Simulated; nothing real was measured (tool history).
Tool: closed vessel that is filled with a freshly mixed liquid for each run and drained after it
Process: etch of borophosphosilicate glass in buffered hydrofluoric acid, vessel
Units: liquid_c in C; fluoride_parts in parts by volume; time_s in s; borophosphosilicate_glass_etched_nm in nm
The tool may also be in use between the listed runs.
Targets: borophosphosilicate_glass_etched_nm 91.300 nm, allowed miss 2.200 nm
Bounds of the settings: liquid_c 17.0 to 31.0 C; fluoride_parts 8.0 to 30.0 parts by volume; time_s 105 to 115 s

| run | hour | liquid_c | fluoride_parts | time_s | borophosphosilicate_glass_etched_nm |
|---|---|---|---|---|---|
| 1 | 0.0 | 23.0 | 22.5 | 105 | 79.894 |
| 2 | 4.5 | 20.0 | 22.5 | 105 | 67.454 |
| 3 | 11.9 | 21.0 | 22.5 | 105 | 71.966 |
| 4 | 13.7 | 21.0 | 18.0 | 105 | 85.421 |
|  | 14.9 | thermometer replaced |
| 5 | 14.9 | 21.5 | 18.0 | 105 | 81.218 |
| 6 | 17.4 | 21.5 | 12.5 | 105 | 116.540 |
| 7 | 18.1 | 20.5 | 12.5 | 105 | 110.250 |
| 8 | 24.1 | 20.0 | 12.5 | 105 | 107.510 |
| 9 | 31.1 | 19.5 | 12.5 | 105 | 104.460 |

Which of these 4 next moves meets every target?
| A | 38.1 | 19.5 | 13.0 | 105 | ? |
| B | 38.1 | 19.5 | 14.5 | 105 | ? |
| C | 38.1 | 17.0 | 9.5 | 105 | ? |
| D | 38.1 | 19.0 | 11.5 | 115 | ? |

| move | borophosphosilicate_glass_etched_nm |
|---|---|
| A | 100.790 |
| B | 90.485 |
| C | 117.270 |
| D | 121.150 |
A: nearer than the last run, and not there yet
B: meets every target
C: further off than the last run
D: further off than the last run
Move B is the one to make.

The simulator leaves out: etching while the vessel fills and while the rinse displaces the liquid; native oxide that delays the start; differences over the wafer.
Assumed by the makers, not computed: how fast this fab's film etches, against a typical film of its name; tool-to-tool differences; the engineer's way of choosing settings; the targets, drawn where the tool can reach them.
